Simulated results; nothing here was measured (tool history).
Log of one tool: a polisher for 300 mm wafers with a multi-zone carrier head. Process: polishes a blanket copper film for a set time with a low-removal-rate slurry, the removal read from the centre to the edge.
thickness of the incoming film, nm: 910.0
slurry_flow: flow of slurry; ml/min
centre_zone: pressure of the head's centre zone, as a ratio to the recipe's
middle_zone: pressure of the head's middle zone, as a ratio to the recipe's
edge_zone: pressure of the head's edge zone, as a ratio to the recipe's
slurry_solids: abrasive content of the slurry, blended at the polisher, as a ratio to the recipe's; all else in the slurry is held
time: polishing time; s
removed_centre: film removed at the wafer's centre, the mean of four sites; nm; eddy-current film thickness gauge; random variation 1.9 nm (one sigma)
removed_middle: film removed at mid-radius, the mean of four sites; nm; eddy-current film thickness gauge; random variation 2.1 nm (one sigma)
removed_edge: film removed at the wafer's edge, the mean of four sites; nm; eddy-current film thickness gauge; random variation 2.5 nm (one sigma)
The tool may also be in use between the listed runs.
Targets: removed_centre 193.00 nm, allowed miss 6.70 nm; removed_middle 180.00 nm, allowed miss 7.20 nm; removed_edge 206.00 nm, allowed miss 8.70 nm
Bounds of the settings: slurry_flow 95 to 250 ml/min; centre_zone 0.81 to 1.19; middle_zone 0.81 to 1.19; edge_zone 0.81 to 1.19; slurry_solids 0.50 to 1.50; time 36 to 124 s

Run 1, hour 0.0: slurry_flow 160 ml/min, centre_zone 1.00, middle_zone 1.00, edge_zone 1.00, slurry_solids 1.00, time 79 s. Result: removed_centre 248.47 nm, removed_middle 224.95 nm, removed_edge 231.63 nm.
Run 2, hour 6.1: slurry_flow 160 ml/min, centre_zone 1.08, middle_zone 1.00, edge_zone 1.00, slurry_solids 1.00, time 79 s. Result: removed_centre 265.85 nm, removed_middle 227.63 nm, removed_edge 225.01 nm.
Run 3, hour 7.2: slurry_flow 160 ml/min, centre_zone 1.08, middle_zone 1.05, edge_zone 1.00, slurry_solids 1.00, time 79 s. Result: removed_centre 263.63 nm, removed_middle 239.39 nm, removed_edge 226.07 nm.
Run 4, hour 15.0: slurry_flow 150 ml/min, centre_zone 1.02, middle_zone 1.02, edge_zone 0.99, slurry_solids 0.90, time 78 s. Result: removed_centre 241.29 nm, removed_middle 222.26 nm, removed_edge 223.79 nm.
Run 5, hour 18.7: slurry_flow 190 ml/min, centre_zone 1.02, middle_zone 1.02, edge_zone 0.99, slurry_solids 0.90, time 78 s. Result: removed_centre 251.54 nm, removed_middle 228.93 nm, removed_edge 226.81 nm.
Run 6, hour 27.6: slurry_flow 205 ml/min, centre_zone 1.02, middle_zone 1.02, edge_zone 0.99, slurry_solids 0.90, time 78 s. Result: removed_centre 256.63 nm, removed_middle 230.52 nm, removed_edge 226.33 nm.
Run 7, hour 33.5: slurry_flow 195 ml/min, centre_zone 0.98, middle_zone 0.99, edge_zone 0.97, slurry_solids 0.80, time 77 s. Result: removed_centre 234.12 nm, removed_middle 217.87 nm, removed_edge 221.48 nm.
Run 8, hour 35.9: slurry_flow 185 ml/min, centre_zone 0.96, middle_zone 0.96, edge_zone 0.96, slurry_solids 0.75, time 76 s. Result: removed_centre 227.30 nm, removed_middle 201.90 nm, removed_edge 211.14 nm.
Run 9, hour 38.6: slurry_flow 175 ml/min, centre_zone 0.93, middle_zone 0.95, edge_zone 0.96, slurry_solids 0.70, time 76 s. Result: removed_centre 217.37 nm, removed_middle 204.14 nm, removed_edge 206.24 nm.
Run 10, hour 45.1: slurry_flow 170 ml/min, centre_zone 0.90, middle_zone 0.91, edge_zone 0.98, slurry_solids 0.70, time 75 s. Result: removed_centre 206.15 nm, removed_middle 188.87 nm, removed_edge 206.82 nm.
Run 11, hour 48.0: slurry_flow 165 ml/min, centre_zone 0.89, middle_zone 0.90, edge_zone 0.99, slurry_solids 0.70, time 75 s. Result: removed_centre 201.18 nm, removed_middle 188.43 nm, removed_edge 205.65 nm.
Run 12, hour 54.7: slurry_flow 160 ml/min, centre_zone 0.88, middle_zone 0.89, edge_zone 1.00, slurry_solids 0.70, time 75 s. Result: removed_centre 202.08 nm, removed_middle 184.19 nm, removed_edge 204.10 nm.

Which of these 4 next moves meets every target?
Run A, hour 61.4: slurry_flow 150 ml/min, centre_zone 0.84, middle_zone 0.97, edge_zone 0.99, slurry_solids 0.55, time 71 s. Result: removed_centre ?, removed_middle ?, removed_edge ?.
Run B, hour 61.4: slurry_flow 160 ml/min, centre_zone 0.81, middle_zone 1.00, edge_zone 1.04, slurry_solids 0.65, time 74 s. Result: removed_centre ?, removed_middle ?, removed_edge ?.
Run C, hour 61.4: slurry_flow 130 ml/min, centre_zone 0.91, middle_zone 0.92, edge_zone 1.10, slurry_solids 0.80, time 72 s. Result: removed_centre ?, removed_middle ?, removed_edge ?.
Run D, hour 61.4: slurry_flow 125 ml/min, centre_zone 1.06, middle_zone 0.95, edge_zone 0.96, slurry_solids 0.65, time 76 s. Result: removed_centre ?, removed_middle ?, removed_edge ?.

move  removed_centre  removed_middle  removed_edge
   A          173.50          176.38        187.02
   B          182.07          195.29        206.06
   C          193.84          177.08        208.36
   D          223.16          184.42        198.04
A: takes the result that was furthest off past its target
B: takes the result that was furthest off past its target
C: meets every target
D: further off than the last run
Move C is the one to make.

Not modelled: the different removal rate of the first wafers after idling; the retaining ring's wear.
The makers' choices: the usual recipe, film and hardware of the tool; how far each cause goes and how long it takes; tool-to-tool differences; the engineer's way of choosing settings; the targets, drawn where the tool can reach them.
